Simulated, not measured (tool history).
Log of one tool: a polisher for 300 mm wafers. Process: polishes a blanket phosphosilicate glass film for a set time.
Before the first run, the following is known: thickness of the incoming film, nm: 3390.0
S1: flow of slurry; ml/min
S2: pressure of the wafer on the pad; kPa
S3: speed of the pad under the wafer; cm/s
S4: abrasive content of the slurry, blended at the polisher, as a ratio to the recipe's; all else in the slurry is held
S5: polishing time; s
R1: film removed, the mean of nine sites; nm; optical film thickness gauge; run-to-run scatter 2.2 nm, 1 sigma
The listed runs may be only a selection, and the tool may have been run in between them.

run 1 hour=0 | S1=185 S2=20 S3=122 S4=1 S5=56 | R1=380.06
run 2 hour=4.2 | S1=185 S2=20 S3=146 S4=1 S5=56 | R1=437.64
run 3 hour=7.8 | S1=185 S2=20 S3=146 S4=1 S5=51 | R1=401.75
run 4 hour=8.6 | S1=185 S2=15.9 S3=146 S4=1 S5=51 | R1=318.8
run 5 hour=9.6 | S1=185 S2=15.2 S3=146 S4=1 S5=51 | R1=300.25
run 6 hour=14.2 | S1=215 S2=15.2 S3=146 S4=1 S5=51 | R1=313.51
run 7 hour=19.5 | S1=210 S2=14.5 S3=146 S4=1 S5=51 | R1=293.86
run 8 hour=24.1 | S1=210 S2=13.8 S3=146 S4=1 S5=51 | R1=289.83
run 9 hour=25.8 | S1=205 S2=13.1 S3=146 S4=1 S5=51 | R1=266.67
run 10 hour=34.5 | S1=200 S2=13.1 S3=146 S4=1 S5=51 | R1=262.92
run 11 hour=36.2 | S1=195 S2=13.1 S3=146 S4=1 S5=51 | R1=268.58

Run 12 comes next. What will it give?
run 12 hour=44.9 | S1=185 S2=11.7 S3=146 S4=1 S5=51 | R1=?

Run 12 yielded R1 243.64 nm.

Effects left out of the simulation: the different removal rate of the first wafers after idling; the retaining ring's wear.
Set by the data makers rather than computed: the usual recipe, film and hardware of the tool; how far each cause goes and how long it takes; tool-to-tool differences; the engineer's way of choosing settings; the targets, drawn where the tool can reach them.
